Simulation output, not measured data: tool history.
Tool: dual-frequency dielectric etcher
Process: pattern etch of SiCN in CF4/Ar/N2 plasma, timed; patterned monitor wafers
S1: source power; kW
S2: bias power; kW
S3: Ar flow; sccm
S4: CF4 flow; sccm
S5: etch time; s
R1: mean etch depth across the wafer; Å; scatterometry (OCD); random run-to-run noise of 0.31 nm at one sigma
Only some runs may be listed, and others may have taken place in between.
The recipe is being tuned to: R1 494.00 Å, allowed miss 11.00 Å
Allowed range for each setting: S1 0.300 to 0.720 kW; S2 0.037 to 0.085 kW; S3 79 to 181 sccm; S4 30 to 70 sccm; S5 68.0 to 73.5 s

run,hour,S1,S2,S3,S4,S5,R1
1,0.0,0.510,0.061,130,50,73.5,597.61
2,6.4,0.510,0.061,130,54,73.5,618.35
3,14.1,0.510,0.068,130,54,73.5,642.97
4,22.3,0.510,0.068,130,60,73.5,657.29
5,28.1,0.470,0.068,130,60,73.5,622.86
6,33.3,0.470,0.063,130,60,73.5,604.42
7,37.7,0.440,0.063,130,60,73.5,564.20
8,40.6,0.420,0.063,130,60,73.5,547.84
9,47.7,0.350,0.062,130,60,73.5,477.87

Exactly one of the 5 candidate moves below puts every result within its allowed miss. Which one?
A,54.8,0.360,0.066,136,60,73.5,?
B,54.8,0.370,0.059,123,57,71.0,?
C,54.8,0.370,0.065,136,60,68.0,?
D,54.8,0.330,0.058,99,65,68.0,?
E,54.8,0.380,0.060,138,57,70.5,?

move,R1
A,502.79
B,474.12
C,470.84
D,449.56
E,470.83
A: every result within its allowed miss
B: the biggest miss grows against the last run
C: the biggest miss grows against the last run
D: the biggest miss grows against the last run
E: the biggest miss grows against the last run
The move that meets every target is A.
